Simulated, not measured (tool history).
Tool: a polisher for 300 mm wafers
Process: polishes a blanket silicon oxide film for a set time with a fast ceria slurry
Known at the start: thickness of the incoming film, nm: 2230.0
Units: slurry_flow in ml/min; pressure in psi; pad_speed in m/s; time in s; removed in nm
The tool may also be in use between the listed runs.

run  hour  slurry_flow  pressure  pad_speed  time  removed
  1     0          175       2.7       0.78    97   1288.4
  2   7.3          175       2.7       0.66    97   1106.9
  3  16.2          175       2.7       0.74    97   1223.9
  4  22.4          175       2.7       0.82    97   1403.2
  5  23.6          135       2.7       0.82    97   1321.1
  6  26.3          135       3.3       0.82    97   1611.5

The next listed run, before its measurement:
  7  34.7          135         3       0.82    97        ?

removed: 1454.5 nm
